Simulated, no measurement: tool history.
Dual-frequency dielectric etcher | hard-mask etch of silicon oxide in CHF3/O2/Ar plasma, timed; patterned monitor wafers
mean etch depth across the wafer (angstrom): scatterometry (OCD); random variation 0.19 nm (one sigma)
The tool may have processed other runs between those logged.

run,hour,source power (W),bias power (W),etch time (s),mean etch depth across the wafer (angstrom)
1,0.0,780,216,15.5,323.21
2,6.4,810,218,15.5,327.02
3,11.5,830,220,15.5,327.42
4,13.1,850,225,15.5,330.56
# hour 19.7: source power generator calibrated
5,19.7,850,251,15.5,345.19
6,26.6,860,252,15.5,341.68

Run 7 is up next; what results do you expect?
7,28.2,880,254,15.5,?

mean etch depth across the wafer (angstrom): 347.53

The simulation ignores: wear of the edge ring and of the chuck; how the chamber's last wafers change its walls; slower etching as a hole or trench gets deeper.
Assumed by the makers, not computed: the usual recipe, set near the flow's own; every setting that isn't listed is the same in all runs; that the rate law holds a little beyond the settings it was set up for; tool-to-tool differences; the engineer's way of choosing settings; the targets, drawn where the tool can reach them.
